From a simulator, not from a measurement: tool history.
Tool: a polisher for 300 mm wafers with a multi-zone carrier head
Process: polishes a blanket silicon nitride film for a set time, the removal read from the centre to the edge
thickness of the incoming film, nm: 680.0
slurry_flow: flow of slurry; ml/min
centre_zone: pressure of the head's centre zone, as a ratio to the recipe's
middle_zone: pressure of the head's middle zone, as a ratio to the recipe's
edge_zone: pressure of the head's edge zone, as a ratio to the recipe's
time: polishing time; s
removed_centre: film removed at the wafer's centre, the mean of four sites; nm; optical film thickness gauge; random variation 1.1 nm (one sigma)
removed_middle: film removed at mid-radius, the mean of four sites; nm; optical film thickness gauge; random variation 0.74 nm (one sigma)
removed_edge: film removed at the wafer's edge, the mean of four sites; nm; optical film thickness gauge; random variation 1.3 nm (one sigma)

run 1 hour=0 | slurry_flow=245 centre_zone=1 middle_zone=1 edge_zone=1 time=66 | removed_centre=104.92 removed_middle=102.16 removed_edge=103.58
run 2 hour=1.9 | slurry_flow=245 centre_zone=1 middle_zone=0.92 edge_zone=1 time=66 | removed_centre=103.9 removed_middle=96.905 removed_edge=102.03
run 3 hour=2.9 | slurry_flow=245 centre_zone=0.98 middle_zone=0.95 edge_zone=0.96 time=65 | removed_centre=100.1 removed_middle=97.29 removed_edge=98.698
run 4 hour=11.8 | slurry_flow=245 centre_zone=0.98 middle_zone=1.02 edge_zone=0.96 time=65 | removed_centre=101.42 removed_middle=102.39 removed_edge=97.747
run 5 hour=15.9 | slurry_flow=200 centre_zone=0.98 middle_zone=1.02 edge_zone=0.96 time=65 | removed_centre=95.666 removed_middle=99.637 removed_edge=96.016
run 6 hour=23.4 | slurry_flow=200 centre_zone=0.98 middle_zone=1.02 edge_zone=0.91 time=65 | removed_centre=99.267 removed_middle=99.591 removed_edge=94.9
run 7 hour=28.8 | slurry_flow=195 centre_zone=0.92 middle_zone=1.12 edge_zone=0.85 time=60 | removed_centre=82.995 removed_middle=98.239 removed_edge=83.776

Run 8 comes next. What will it give?
run 8 hour=35.4 | slurry_flow=200 centre_zone=0.93 middle_zone=1.12 edge_zone=0.86 time=60 | removed_centre=? removed_middle=? removed_edge=?

removed_centre: 84.526 nm
removed_middle: 98.349 nm
removed_edge: 83.593 nm

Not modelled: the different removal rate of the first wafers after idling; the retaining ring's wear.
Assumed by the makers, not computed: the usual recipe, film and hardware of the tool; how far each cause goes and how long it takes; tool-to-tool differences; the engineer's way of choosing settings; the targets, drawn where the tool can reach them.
